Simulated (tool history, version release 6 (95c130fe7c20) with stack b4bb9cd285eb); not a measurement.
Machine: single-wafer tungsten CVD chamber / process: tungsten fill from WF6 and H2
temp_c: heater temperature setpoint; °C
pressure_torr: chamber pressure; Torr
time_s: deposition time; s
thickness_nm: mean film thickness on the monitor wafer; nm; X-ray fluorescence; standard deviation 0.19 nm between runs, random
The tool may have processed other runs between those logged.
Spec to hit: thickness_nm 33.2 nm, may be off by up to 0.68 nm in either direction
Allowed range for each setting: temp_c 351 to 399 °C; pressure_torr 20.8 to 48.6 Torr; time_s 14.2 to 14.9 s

Run 1, hour 0: temp_c 375 °C, pressure_torr 34.7 Torr, time_s 14.9 s. Result: thickness_nm 28.119 nm.
Run 2, hour 2.2: temp_c 366 °C, pressure_torr 34.7 Torr, time_s 14.9 s. Result: thickness_nm 23.587 nm.
Run 3, hour 9.3: temp_c 366 °C, pressure_torr 34.7 Torr, time_s 14.9 s. Result: thickness_nm 23.855 nm.
Run 4, hour 15.1: temp_c 366 °C, pressure_torr 37.9 Torr, time_s 14.9 s. Result: thickness_nm 25.016 nm.
Run 5, hour 17.3: temp_c 366 °C, pressure_torr 37.9 Torr, time_s 14.9 s. Result: thickness_nm 25.171 nm.
Run 6, hour 23.3: temp_c 366 °C, pressure_torr 33.2 Torr, time_s 14.9 s. Result: thickness_nm 23.219 nm.
Run 7, hour 23.8: temp_c 371 °C, pressure_torr 33.3 Torr, time_s 14.9 s. Result: thickness_nm 25.537 nm.
Run 8, hour 27.6: temp_c 375 °C, pressure_torr 33.4 Torr, time_s 14.9 s. Result: thickness_nm 27.668 nm.

Consider the 4 candidate settings below. Which is the only one whose results all fall within their allowed miss of target?
Run A, hour 31.4: temp_c 389 °C, pressure_torr 32.3 Torr, time_s 14.9 s. Result: thickness_nm ?.
Run B, hour 31.4: temp_c 379 °C, pressure_torr 37.3 Torr, time_s 14.9 s. Result: thickness_nm ?.
Run C, hour 31.4: temp_c 378 °C, pressure_torr 39.2 Torr, time_s 14.7 s. Result: thickness_nm ?.
Run D, hour 31.4: temp_c 384 °C, pressure_torr 36.8 Torr, time_s 14.6 s. Result: thickness_nm ?.

move  thickness_nm
   A        34.512
   B        31.272
   C        31.104
   D        33.246
A: takes the result that was furthest off past its target
B: closes in on the targets versus the last run, not all within tolerance yet
C: closes in on the targets versus the last run, not all within tolerance yet
D: hits every target within its allowed miss
D is the move that brings every result within its allowed miss.
